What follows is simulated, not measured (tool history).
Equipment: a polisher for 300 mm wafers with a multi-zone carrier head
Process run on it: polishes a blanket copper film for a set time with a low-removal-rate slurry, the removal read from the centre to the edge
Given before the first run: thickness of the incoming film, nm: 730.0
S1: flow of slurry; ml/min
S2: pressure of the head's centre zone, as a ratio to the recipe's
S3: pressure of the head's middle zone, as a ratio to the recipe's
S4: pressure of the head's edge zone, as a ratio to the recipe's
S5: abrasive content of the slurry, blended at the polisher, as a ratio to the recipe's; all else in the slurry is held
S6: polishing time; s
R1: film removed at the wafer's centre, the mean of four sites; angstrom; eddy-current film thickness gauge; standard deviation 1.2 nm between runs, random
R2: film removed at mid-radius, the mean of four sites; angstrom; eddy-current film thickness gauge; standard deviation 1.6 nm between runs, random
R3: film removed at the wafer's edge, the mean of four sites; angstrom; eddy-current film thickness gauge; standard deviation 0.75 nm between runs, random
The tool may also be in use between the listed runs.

run,hour,S1,S2,S3,S4,S5,S6,R1,R2,R3
1,0,260,1,1,1,1,68,1555.3,1584,1572.4
2,7.4,260,1,0.98,0.97,0.9,66,1439.5,1466,1459.5
3,12.3,260,1.02,0.96,0.94,0.8,65,1410.1,1388.4,1370.2
4,15.9,255,1.02,0.94,0.91,0.75,65,1374.2,1353.3,1326
5,20.3,255,1.02,0.94,0.91,0.75,82,1728.5,1687.4,1673.6
6,22.1,255,1.02,0.92,0.89,0.7,78,1631.5,1572.6,1523
7,28.4,250,1.01,0.9,0.88,0.65,75,1482.1,1411.4,1430.4
8,34.6,255,1.01,0.9,0.87,0.6,73,1409.6,1380.8,1350.4
9,42.6,255,1.01,0.89,0.86,0.6,71,1393.8,1306.9,1309.9
10,50.9,255,1.01,0.89,0.85,0.6,70,1368.6,1314.6,1296

For run 11, what comes out?
11,57.5,250,1.01,0.88,0.84,0.6,69,?,?,?

{"run 11": {"R1": 1349.8, "R2": 1311.4, "R3": 1250.8}}
